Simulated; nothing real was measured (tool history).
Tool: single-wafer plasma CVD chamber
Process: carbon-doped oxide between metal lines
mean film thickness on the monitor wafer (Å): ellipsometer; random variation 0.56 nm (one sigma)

run  hour  heater temperature setpoint (deg C)  chamber pressure (Torr)  RF power (W)  deposition time (s)  mean film thickness on the monitor wafer (Å)
  1     0                                  370                     5.19           630                 23.3                                        1192.8
  2   7.3                                  362                     5.19           630                 23.3                                        1217.4
  3  13.2                                  363                     5.07           625                 23.3                                        1204.1
  4  15.2                                  364                     4.96           620                 23.3                                        1187.4
  5  20.7                                  365                     4.88           620                 23.3                                        1192.4
     24.3  -- RF generator calibrated
  6  24.3                                  366                     4.84           615                 23.3                                        1205.2
  7  27.1                                  366                     4.56           550                 23.1                                        1095.8

The next listed run, before its measurement:
  8  30.8                                  366                     4.58           555                 23.1                                             ?

{"run 8": {"mean film thickness on the monitor wafer (Å)": 1108.6}}

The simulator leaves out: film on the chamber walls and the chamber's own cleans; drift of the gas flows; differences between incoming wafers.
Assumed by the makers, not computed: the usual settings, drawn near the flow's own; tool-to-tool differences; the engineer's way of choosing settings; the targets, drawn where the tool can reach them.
